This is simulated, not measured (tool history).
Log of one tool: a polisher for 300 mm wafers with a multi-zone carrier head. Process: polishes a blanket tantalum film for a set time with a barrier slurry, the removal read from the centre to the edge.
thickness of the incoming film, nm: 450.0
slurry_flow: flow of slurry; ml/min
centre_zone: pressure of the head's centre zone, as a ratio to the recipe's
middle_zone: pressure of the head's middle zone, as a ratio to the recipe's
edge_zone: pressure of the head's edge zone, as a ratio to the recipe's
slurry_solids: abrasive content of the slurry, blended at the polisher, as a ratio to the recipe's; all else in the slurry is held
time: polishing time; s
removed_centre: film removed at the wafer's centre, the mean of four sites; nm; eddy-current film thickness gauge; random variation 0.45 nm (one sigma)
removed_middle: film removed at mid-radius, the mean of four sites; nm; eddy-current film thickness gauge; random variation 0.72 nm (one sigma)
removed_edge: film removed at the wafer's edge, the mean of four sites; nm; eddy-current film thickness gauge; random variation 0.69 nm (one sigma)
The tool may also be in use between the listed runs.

run,hour,slurry_flow,centre_zone,middle_zone,edge_zone,slurry_solids,time,removed_centre,removed_middle,removed_edge
1,0,170,1,1,1,1,73,84.528,80.635,84.707
2,5.9,170,1,1.06,1,1,73,84.397,86.775,84.098
3,11.1,170,1,1.13,1,1,73,85.42,89.981,83.766
4,18.7,170,0.92,1.13,1,1,73,80.077,89.449,82.891
5,26.6,170,0.92,1.13,1,1,57,62.457,69.605,65.295
6,34.8,170,0.92,1.07,1,1,57,62.778,68.203,65.721
7,43.4,170,0.93,1.06,0.99,1,57,62.485,66.49,64.105

Forecast run 8:
8,44.2,170,0.93,1.05,0.99,1,57,?,?,?

{"run 8": {"removed_centre": 63.894, "removed_middle": 67.285, "removed_edge": 65.63}}
